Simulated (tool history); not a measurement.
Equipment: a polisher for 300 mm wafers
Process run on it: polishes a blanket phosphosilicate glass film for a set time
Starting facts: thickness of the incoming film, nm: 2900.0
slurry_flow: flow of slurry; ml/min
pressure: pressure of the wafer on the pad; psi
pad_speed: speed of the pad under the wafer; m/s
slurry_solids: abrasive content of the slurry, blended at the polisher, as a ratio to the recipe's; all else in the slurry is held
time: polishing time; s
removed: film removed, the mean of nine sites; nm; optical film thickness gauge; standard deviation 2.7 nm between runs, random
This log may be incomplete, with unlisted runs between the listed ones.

| run | hour | slurry_flow | pressure | pad_speed | slurry_solids | time | removed |
|---|---|---|---|---|---|---|---|
| 1 | 0.0 | 155 | 3.9 | 1.28 | 1.0 | 34 | 368.65 |
| 2 | 6.9 | 155 | 3.9 | 1.28 | 1.0 | 34 | 371.06 |
| 3 | 12.2 | 155 | 3.4 | 1.26 | 1.0 | 34 | 319.26 |
| 4 | 13.9 | 155 | 3.4 | 1.26 | 1.0 | 34 | 321.73 |
| 5 | 19.0 | 155 | 3.0 | 1.24 | 1.0 | 34 | 281.09 |
| 6 | 27.9 | 155 | 2.8 | 1.24 | 1.0 | 34 | 260.11 |

Forecast run 7:
| 7 | 29.1 | 155 | 2.6 | 1.24 | 1.0 | 34 | ? |

removed: 245.75 nm

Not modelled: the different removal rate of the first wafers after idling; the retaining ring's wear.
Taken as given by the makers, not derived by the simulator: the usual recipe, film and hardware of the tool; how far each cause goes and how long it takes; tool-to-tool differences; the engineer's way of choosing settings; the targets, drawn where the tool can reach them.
